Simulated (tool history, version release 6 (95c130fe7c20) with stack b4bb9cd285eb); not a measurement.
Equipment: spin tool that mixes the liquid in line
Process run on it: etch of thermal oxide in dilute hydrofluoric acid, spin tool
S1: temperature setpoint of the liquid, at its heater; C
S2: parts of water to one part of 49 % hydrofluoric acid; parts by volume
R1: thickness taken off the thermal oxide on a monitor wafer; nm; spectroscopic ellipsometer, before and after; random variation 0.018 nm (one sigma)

{"run": 1, "hour": 0.0, "S1": 22.0, "S2": 95, "time under the liquid (s)": 90, "R1": 3.8168}
{"run": 2, "hour": 1.7, "S1": 21.0, "S2": 95, "time under the liquid (s)": 90, "R1": 3.6688}
{"run": 3, "hour": 9.9, "S1": 20.5, "S2": 95, "time under the liquid (s)": 90, "R1": 3.5775}
{"run": 4, "hour": 12.5, "S1": 23.5, "S2": 95, "time under the liquid (s)": 90, "R1": 4.0085}
{"run": 5, "hour": 16.5, "S1": 23.5, "S2": 75, "time under the liquid (s)": 90, "R1": 5.2165}
{"run": 6, "hour": 20.6, "S1": 22.5, "S2": 80, "time under the liquid (s)": 90, "R1": 4.7033}
{"run": 7, "hour": 22.9, "S1": 22.5, "S2": 80, "time under the liquid (s)": 90, "R1": 4.6789}
{"run": 8, "hour": 24.1, "S1": 21.5, "S2": 85, "time under the liquid (s)": 90, "R1": 4.2103}

Run 9 comes next. What will it give?
{"run": 9, "hour": 31.7, "S1": 21.0, "S2": 85, "time under the liquid (s)": 90, "R1": "?"}

R1: 4.1049 nm
